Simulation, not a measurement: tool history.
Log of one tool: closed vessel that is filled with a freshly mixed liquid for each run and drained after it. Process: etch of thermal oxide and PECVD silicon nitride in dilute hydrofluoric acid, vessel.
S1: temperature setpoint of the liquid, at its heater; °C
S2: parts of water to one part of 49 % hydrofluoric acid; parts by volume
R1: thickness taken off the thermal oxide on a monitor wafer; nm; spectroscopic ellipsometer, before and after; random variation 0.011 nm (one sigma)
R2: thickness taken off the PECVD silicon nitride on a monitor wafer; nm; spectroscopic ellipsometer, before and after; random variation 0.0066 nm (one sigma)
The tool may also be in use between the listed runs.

Run 1, hour 0: S1 24 °C, S2 230 parts by volume, time in the liquid (s) 400. Result: R1 6.3973 nm, R2 3.8084 nm.
Run 2, hour 1.3: S1 24 °C, S2 230 parts by volume, time in the liquid (s) 560. Result: R1 8.8362 nm, R2 5.3525 nm.
Run 3, hour 3.5: S1 23.5 °C, S2 275 parts by volume, time in the liquid (s) 465. Result: R1 5.6661 nm, R2 3.6134 nm.
Run 4, hour 5.1: S1 23.5 °C, S2 315 parts by volume, time in the liquid (s) 465. Result: R1 4.875 nm, R2 3.1366 nm.
Run 5, hour 8.8: S1 26.5 °C, S2 315 parts by volume, time in the liquid (s) 465. Result: R1 5.3526 nm, R2 3.7993 nm.
At hour 9.9: thermometer replaced.
Run 6, hour 9.9: S1 25.5 °C, S2 340 parts by volume, time in the liquid (s) 380. Result: R1 4.049 nm, R2 2.9671 nm.
Run 7, hour 19.2: S1 24 °C, S2 360 parts by volume, time in the liquid (s) 310. Result: R1 2.9478 nm, R2 2.1024 nm.
Run 8, hour 26: S1 23 °C, S2 375 parts by volume, time in the liquid (s) 260. Result: R1 2.2629 nm, R2 1.5788 nm.
Run 9, hour 29.8: S1 22.5 °C, S2 385 parts by volume, time in the liquid (s) 230. Result: R1 1.9031 nm, R2 1.3504 nm.
Run 10, hour 38.1: S1 22 °C, S2 390 parts by volume, time in the liquid (s) 220. Result: R1 1.7758 nm, R2 1.2416 nm.
Run 11, hour 44.9: S1 21.5 °C, S2 395 parts by volume, time in the liquid (s) 210. Result: R1 1.6023 nm, R2 1.1233 nm.

Forecast run 12:
Run 12, hour 50.4: S1 20 °C, S2 415 parts by volume, time in the liquid (s) 200. Result: R1 ?, R2 ?.

R1: 1.3535 nm
R2: 0.93283 nm
